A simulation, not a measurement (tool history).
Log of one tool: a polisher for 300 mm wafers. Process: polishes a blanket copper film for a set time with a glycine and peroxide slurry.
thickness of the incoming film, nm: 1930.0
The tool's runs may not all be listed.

run  hour  flow of slurry (ml/min)  pressure of the wafer on the pad (psi)  speed of the pad under the wafer (m/s)  polishing time (s)  film removed (nm)
  1     0                      245                                     2.1                                     1.2                  23             108.77
  2   0.7                      275                                     2.1                                     1.2                  23             111.01
  3   2.2                      275                                     1.9                                     1.2                  23             104.34
  4     7                      220                                     1.9                                     1.2                  23              101.1
  5  15.4                      270                                     1.9                                     1.2                  23             103.18
  6    22                      270                                       2                                     1.2                  23             107.65
  7  26.5                      270                                     2.1                                     1.2                  23             110.99
  8  34.9                      270                                     2.2                                     1.2                  23             113.35
  9  37.2                      270                                     2.3                                     1.2                  23             117.62
 10  38.5                      270                                     2.4                                     1.2                  23              124.5
 11  43.6                      270                                     2.6                                    1.22                  23             130.64
 12  50.2                      270                                     2.6                                    1.22                  23             131.19

Forecast run 13:
 13  53.7                      270                                     2.7                                    1.22                  23                  ?

{"run 13": {"film removed (nm)": 135.07}}

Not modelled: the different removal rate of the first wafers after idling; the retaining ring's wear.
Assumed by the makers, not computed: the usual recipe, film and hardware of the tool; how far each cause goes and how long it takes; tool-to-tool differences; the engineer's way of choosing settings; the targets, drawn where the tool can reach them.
